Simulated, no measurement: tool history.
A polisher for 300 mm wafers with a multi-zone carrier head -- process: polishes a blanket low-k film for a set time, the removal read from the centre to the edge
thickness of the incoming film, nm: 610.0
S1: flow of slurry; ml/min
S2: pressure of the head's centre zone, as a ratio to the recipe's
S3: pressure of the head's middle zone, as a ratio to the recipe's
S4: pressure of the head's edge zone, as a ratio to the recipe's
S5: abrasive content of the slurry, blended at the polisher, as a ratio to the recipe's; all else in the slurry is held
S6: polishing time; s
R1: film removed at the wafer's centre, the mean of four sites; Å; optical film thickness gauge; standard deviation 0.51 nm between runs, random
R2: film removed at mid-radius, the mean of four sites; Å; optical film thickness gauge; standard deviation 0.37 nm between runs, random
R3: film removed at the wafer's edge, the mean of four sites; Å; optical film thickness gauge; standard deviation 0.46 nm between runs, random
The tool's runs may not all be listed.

Run 1, hour 0: S1 270 ml/min, S2 1, S3 1, S4 1, S5 1, S6 81 s. Result: R1 235.56 Å, R2 232.05 Å, R3 232.15 Å.
Run 2, hour 6: S1 270 ml/min, S2 1, S3 1, S4 1, S5 1, S6 61 s. Result: R1 178.79 Å, R2 169.93 Å, R3 178.12 Å.
Run 3, hour 8.5: S1 275 ml/min, S2 1.02, S3 0.98, S4 1.04, S5 1.15, S6 68 s. Result: R1 213.79 Å, R2 199.63 Å, R3 212.22 Å.
Run 4, hour 12.2: S1 275 ml/min, S2 1.04, S3 0.96, S4 1.07, S5 1.25, S6 74 s. Result: R1 244.09 Å, R2 224.64 Å, R3 247.57 Å.
Run 5, hour 15: S1 275 ml/min, S2 1.04, S3 0.91, S4 1.07, S5 1.25, S6 74 s. Result: R1 251.36 Å, R2 216.06 Å, R3 250.16 Å.
Run 6, hour 18.1: S1 275 ml/min, S2 1.04, S3 0.85, S4 1.07, S5 1.25, S6 74 s. Result: R1 250.82 Å, R2 202.81 Å, R3 239.92 Å.
Run 7, hour 20.8: S1 280 ml/min, S2 1.07, S3 0.89, S4 1.09, S5 1.3, S6 77 s. Result: R1 269.43 Å, R2 227.97 Å, R3 266.81 Å.
Run 8, hour 23.4: S1 310 ml/min, S2 1.17, S3 0.96, S4 1.09, S5 1.5, S6 88 s. Result: R1 358.33 Å, R2 290.36 Å, R3 322.05 Å.

What will run 9 give?
Run 9, hour 28.5: S1 310 ml/min, S2 1.16, S3 0.96, S4 1.11, S5 1.5, S6 89 s. Result: R1 ?, R2 ?, R3 ?.

For run 9 the tool returned R1 370.18 Å, R2 301.25 Å, R3 328.22 Å.

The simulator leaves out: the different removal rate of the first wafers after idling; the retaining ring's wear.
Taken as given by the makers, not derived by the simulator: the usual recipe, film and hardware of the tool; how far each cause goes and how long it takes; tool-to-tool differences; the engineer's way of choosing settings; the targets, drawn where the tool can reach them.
